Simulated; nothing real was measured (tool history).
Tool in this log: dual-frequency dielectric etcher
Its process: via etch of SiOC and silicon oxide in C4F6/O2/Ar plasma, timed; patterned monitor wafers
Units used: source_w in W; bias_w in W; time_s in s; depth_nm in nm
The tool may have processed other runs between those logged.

run  hour  source_w  bias_w  time_s  depth_nm
  1     0       360     176    56.5    64.144
  2   7.5       330     172    56.5    62.044
  3   9.3       310     167    56.5    59.595
  4  11.4       310     153    56.5    58.569
  5  14.4       310     182    56.5    61.314
  6    20       290     179    56.5    59.784

Estimate the outcome of run 7 from the log above:
  7  25.3       270     177    56.5         ?

depth_nm: 58.334 nm
